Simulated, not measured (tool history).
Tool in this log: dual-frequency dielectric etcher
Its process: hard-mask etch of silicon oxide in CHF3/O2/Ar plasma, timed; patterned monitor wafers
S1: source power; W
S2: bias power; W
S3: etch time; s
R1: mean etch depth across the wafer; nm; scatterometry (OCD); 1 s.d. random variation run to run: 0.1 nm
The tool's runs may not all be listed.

{"run": 1, "hour": 0.0, "S1": 550, "S2": 223, "S3": 13, "R1": 24.369}
{"run": 2, "hour": 2.7, "S1": 580, "S2": 231, "S3": 13, "R1": 25.469}
{"run": 3, "hour": 4.7, "S1": 480, "S2": 231, "S3": 13, "R1": 23.544}
{"run": 4, "hour": 10.7, "S1": 480, "S2": 261, "S3": 13, "R1": 24.718}
{"run": 5, "hour": 11.7, "S1": 480, "S2": 238, "S3": 13, "R1": 23.843}
{"run": 6, "hour": 14.5, "S1": 520, "S2": 243, "S3": 13, "R1": 24.861}
{"run": 7, "hour": 15.4, "S1": 550, "S2": 245, "S3": 13, "R1": 25.49}
{"run": 8, "hour": 18.4, "S1": 580, "S2": 247, "S3": 13, "R1": 26.077}

Forecast run 9:
{"run": 9, "hour": 20.1, "S1": 690, "S2": 278, "S3": 13, "R1": "?"}

{"run 9": {"R1": 29.41}}
